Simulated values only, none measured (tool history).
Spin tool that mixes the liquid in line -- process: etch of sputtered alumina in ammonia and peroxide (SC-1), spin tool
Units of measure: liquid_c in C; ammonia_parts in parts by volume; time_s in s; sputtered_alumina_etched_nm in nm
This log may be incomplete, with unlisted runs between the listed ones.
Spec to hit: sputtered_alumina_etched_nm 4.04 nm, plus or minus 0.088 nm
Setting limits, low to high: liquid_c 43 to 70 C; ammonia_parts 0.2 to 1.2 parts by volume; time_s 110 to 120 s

Run 1, day 0: liquid_c 59 C, ammonia_parts 0.7 parts by volume, time_s 110 s. Result: sputtered_alumina_etched_nm 6.8146 nm.
Run 2, day 0.042: liquid_c 59 C, ammonia_parts 0.8 parts by volume, time_s 110 s. Result: sputtered_alumina_etched_nm 6.9034 nm.
Run 3, day 0.162: liquid_c 59 C, ammonia_parts 0.8 parts by volume, time_s 110 s. Result: sputtered_alumina_etched_nm 6.8701 nm.
Run 4, day 0.242: liquid_c 56.5 C, ammonia_parts 0.8 parts by volume, time_s 110 s. Result: sputtered_alumina_etched_nm 6.1528 nm.
Run 5, day 0.35: liquid_c 56.5 C, ammonia_parts 0.7 parts by volume, time_s 110 s. Result: sputtered_alumina_etched_nm 5.96 nm.
Run 6, day 0.421: liquid_c 56.5 C, ammonia_parts 0.7 parts by volume, time_s 110 s. Result: sputtered_alumina_etched_nm 5.9741 nm.
Run 7, day 0.454: liquid_c 54.5 C, ammonia_parts 0.7 parts by volume, time_s 110 s. Result: sputtered_alumina_etched_nm 5.361 nm.
Run 8, day 0.704: liquid_c 53 C, ammonia_parts 0.7 parts by volume, time_s 110 s. Result: sputtered_alumina_etched_nm 4.9527 nm.
Run 9, day 1.004: liquid_c 48.5 C, ammonia_parts 0.7 parts by volume, time_s 110 s. Result: sputtered_alumina_etched_nm 3.8799 nm.

Which single option among these 4 for the next run brings every result within its allowed miss of target? Just one does.
Run A, day 1.304: liquid_c 46.5 C, ammonia_parts 0.5 parts by volume, time_s 120 s. Result: sputtered_alumina_etched_nm ?.
Run B, day 1.304: liquid_c 47 C, ammonia_parts 0.8 parts by volume, time_s 115 s. Result: sputtered_alumina_etched_nm ?.
Run C, day 1.304: liquid_c 48.5 C, ammonia_parts 0.5 parts by volume, time_s 110 s. Result: sputtered_alumina_etched_nm ?.
Run D, day 1.304: liquid_c 49 C, ammonia_parts 0.5 parts by volume, time_s 115 s. Result: sputtered_alumina_etched_nm ?.

move  sputtered_alumina_etched_nm
   A                       3.6834
   B                       3.7972
   C                       3.7765
   D                       4.0593
A: further off than the last run
B: further off than the last run
C: further off than the last run
D: all results in spec
D is the move that brings every result within its allowed miss.
